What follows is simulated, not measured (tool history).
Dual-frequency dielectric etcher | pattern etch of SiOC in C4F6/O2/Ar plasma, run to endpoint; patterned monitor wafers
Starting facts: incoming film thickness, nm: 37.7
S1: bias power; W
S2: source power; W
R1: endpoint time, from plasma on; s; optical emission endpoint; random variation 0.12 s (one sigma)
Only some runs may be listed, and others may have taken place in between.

| run | day | S1 | S2 | R1 |
|---|---|---|---|---|
| 1 | 0 | 342 | 380 | 16.811 |
| 2 | 0.367 | 375 | 380 | 16.463 |
| 3 | 0.471 | 352 | 360 | 16.966 |
| 4 | 0.629 | 352 | 300 | 18.119 |
| 5 | 0.958 | 352 | 340 | 17.141 |
| 6 | 1.317 | 352 | 300 | 18.19 |
| 7 | 1.517 | 346 | 300 | 18.154 |

What will run 8 give?
| 8 | 1.646 | 340 | 300 | ? |

R1: 18.085 s
